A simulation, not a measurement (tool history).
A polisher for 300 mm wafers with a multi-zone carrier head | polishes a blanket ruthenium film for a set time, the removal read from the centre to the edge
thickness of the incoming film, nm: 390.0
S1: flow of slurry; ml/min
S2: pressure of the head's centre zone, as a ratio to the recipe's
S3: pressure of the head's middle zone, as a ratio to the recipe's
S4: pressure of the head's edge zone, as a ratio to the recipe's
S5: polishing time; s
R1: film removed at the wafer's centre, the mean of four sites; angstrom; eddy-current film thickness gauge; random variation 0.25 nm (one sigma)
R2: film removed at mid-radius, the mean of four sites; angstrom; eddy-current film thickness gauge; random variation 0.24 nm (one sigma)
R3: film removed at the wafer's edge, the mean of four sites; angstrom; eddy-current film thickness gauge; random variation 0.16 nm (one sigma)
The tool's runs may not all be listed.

Run 1, day 0.000: S1 285 ml/min, S2 1.00, S3 1.00, S4 1.00, S5 52 s. Result: R1 401.70 angstrom, R2 396.11 angstrom, R3 404.99 angstrom.
Run 2, day 0.200: S1 285 ml/min, S2 1.00, S3 1.00, S4 1.05, S5 52 s. Result: R1 405.55 angstrom, R2 400.79 angstrom, R3 415.58 angstrom.
Run 3, day 0.500: S1 285 ml/min, S2 0.94, S3 1.00, S4 1.05, S5 52 s. Result: R1 381.61 angstrom, R2 392.05 angstrom, R3 422.47 angstrom.
Run 4, day 0.867: S1 285 ml/min, S2 0.94, S3 1.00, S4 1.05, S5 42 s. Result: R1 308.33 angstrom, R2 320.12 angstrom, R3 336.92 angstrom.
Run 5, day 1.000: S1 280 ml/min, S2 0.93, S3 1.01, S4 1.02, S5 40 s. Result: R1 290.05 angstrom, R2 313.68 angstrom, R3 315.92 angstrom.
Run 6, day 1.112: S1 275 ml/min, S2 0.92, S3 1.00, S4 1.00, S5 39 s. Result: R1 282.10 angstrom, R2 297.90 angstrom, R3 304.51 angstrom.
Run 7, day 1.483: S1 275 ml/min, S2 0.92, S3 1.00, S4 1.00, S5 39 s. Result: R1 283.48 angstrom, R2 297.36 angstrom, R3 306.48 angstrom.
Run 8, day 1.821: S1 270 ml/min, S2 0.91, S3 1.01, S4 0.98, S5 38 s. Result: R1 270.18 angstrom, R2 288.80 angstrom, R3 293.32 angstrom.

Forecast run 9:
Run 9, day 1.846: S1 265 ml/min, S2 0.90, S3 1.02, S4 0.96, S5 37 s. Result: R1 ?, R2 ?, R3 ?.

{"run 9": {"R1": 253.9, "R2": 281.36, "R3": 282.99}}

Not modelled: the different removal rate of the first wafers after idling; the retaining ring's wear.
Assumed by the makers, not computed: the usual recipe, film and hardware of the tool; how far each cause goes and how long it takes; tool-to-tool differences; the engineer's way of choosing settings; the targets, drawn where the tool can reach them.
